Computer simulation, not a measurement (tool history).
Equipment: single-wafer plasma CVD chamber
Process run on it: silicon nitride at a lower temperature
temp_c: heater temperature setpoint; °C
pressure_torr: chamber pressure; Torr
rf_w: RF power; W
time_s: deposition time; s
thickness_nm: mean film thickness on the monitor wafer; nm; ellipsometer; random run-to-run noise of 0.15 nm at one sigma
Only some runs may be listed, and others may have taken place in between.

{"run": 1, "day": 0.0, "temp_c": 350, "pressure_torr": 1.94, "rf_w": 265, "time_s": 21.6, "thickness_nm": 24.178}
{"run": 2, "day": 0.254, "temp_c": 350, "pressure_torr": 1.94, "rf_w": 295, "time_s": 21.6, "thickness_nm": 25.537}
{"run": 3, "day": 0.404, "temp_c": 350, "pressure_torr": 2.01, "rf_w": 300, "time_s": 21.6, "thickness_nm": 25.858}
{"run": 4, "day": 0.592, "temp_c": 354, "pressure_torr": 2.01, "rf_w": 300, "time_s": 21.6, "thickness_nm": 25.62}
{"run": 5, "day": 0.9, "temp_c": 354, "pressure_torr": 2.01, "rf_w": 325, "time_s": 21.6, "thickness_nm": 26.956}
{"run": 6, "day": 1.108, "temp_c": 354, "pressure_torr": 2.05, "rf_w": 325, "time_s": 21.6, "thickness_nm": 27.162}
{"run": 7, "day": 1.25, "temp_c": 354, "pressure_torr": 2.09, "rf_w": 325, "time_s": 21.6, "thickness_nm": 27.29}
{"day": 1.438, "done": "thermocouple changed; heater temperature recalibrated"}
{"run": 8, "day": 1.438, "temp_c": 354, "pressure_torr": 2.13, "rf_w": 325, "time_s": 21.6, "thickness_nm": 27.355}
{"run": 9, "day": 1.688, "temp_c": 354, "pressure_torr": 2.16, "rf_w": 325, "time_s": 21.6, "thickness_nm": 27.426}
{"run": 10, "day": 1.975, "temp_c": 354, "pressure_torr": 2.19, "rf_w": 325, "time_s": 21.6, "thickness_nm": 27.391}
{"run": 11, "day": 2.167, "temp_c": 354, "pressure_torr": 2.21, "rf_w": 325, "time_s": 21.6, "thickness_nm": 27.803}
{"run": 12, "day": 2.483, "temp_c": 354, "pressure_torr": 2.23, "rf_w": 325, "time_s": 21.6, "thickness_nm": 27.806}

Run 13 comes next. What will it give?
{"run": 13, "day": 2.717, "temp_c": 354, "pressure_torr": 2.25, "rf_w": 325, "time_s": 21.6, "thickness_nm": "?"}

thickness_nm: 27.849 nm
